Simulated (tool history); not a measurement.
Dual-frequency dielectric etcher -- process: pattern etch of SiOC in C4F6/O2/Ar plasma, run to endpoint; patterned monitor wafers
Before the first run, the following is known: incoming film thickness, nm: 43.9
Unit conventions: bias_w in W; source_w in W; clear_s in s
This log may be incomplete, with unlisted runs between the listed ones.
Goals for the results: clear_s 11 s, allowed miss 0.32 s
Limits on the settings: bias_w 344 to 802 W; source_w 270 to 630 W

{"run": 1, "hour": 0.0, "bias_w": 573, "source_w": 450, "clear_s": 13.238}
{"run": 2, "hour": 7.5, "bias_w": 573, "source_w": 400, "clear_s": 13.984}
{"run": 3, "hour": 10.3, "bias_w": 573, "source_w": 330, "clear_s": 15.685}
{"run": 4, "hour": 16.6, "bias_w": 615, "source_w": 330, "clear_s": 15.224}
{"run": 5, "hour": 20.6, "bias_w": 546, "source_w": 330, "clear_s": 15.94}
{"run": 6, "hour": 26.3, "bias_w": 546, "source_w": 390, "clear_s": 14.578}
{"run": 7, "hour": 32.6, "bias_w": 603, "source_w": 420, "clear_s": 13.46}
{"run": 8, "hour": 39.5, "bias_w": 648, "source_w": 440, "clear_s": 12.717}
{"hour": 46.4, "done": "source power generator calibrated"}
{"run": 9, "hour": 46.4, "bias_w": 682, "source_w": 460, "clear_s": 12.072}
{"run": 10, "hour": 53.5, "bias_w": 708, "source_w": 470, "clear_s": 11.736}
{"run": 11, "hour": 61.2, "bias_w": 728, "source_w": 470, "clear_s": 11.541}

5 candidate next runs follow, results not yet known. Just one meets every target within its allowed miss. Identify it.
{"run": "A", "hour": 68.9, "bias_w": 784, "source_w": 490, "clear_s": "?"}
{"run": "B", "hour": 68.9, "bias_w": 665, "source_w": 430, "clear_s": "?"}
{"run": "C", "hour": 68.9, "bias_w": 774, "source_w": 560, "clear_s": "?"}
{"run": "D", "hour": 68.9, "bias_w": 676, "source_w": 480, "clear_s": "?"}
{"run": "E", "hour": 68.9, "bias_w": 741, "source_w": 430, "clear_s": "?"}

move=A clear_s=11.07
move=B clear_s=12.604
move=C clear_s=10.429
move=D clear_s=11.84
move=E clear_s=12.088
A: all results in spec
B: its largest miss is bigger than the last run's
C: the result that was furthest off in the last run now lies on the other side of its target
D: its largest miss is bigger than the last run's
E: its largest miss is bigger than the last run's
Answer: A
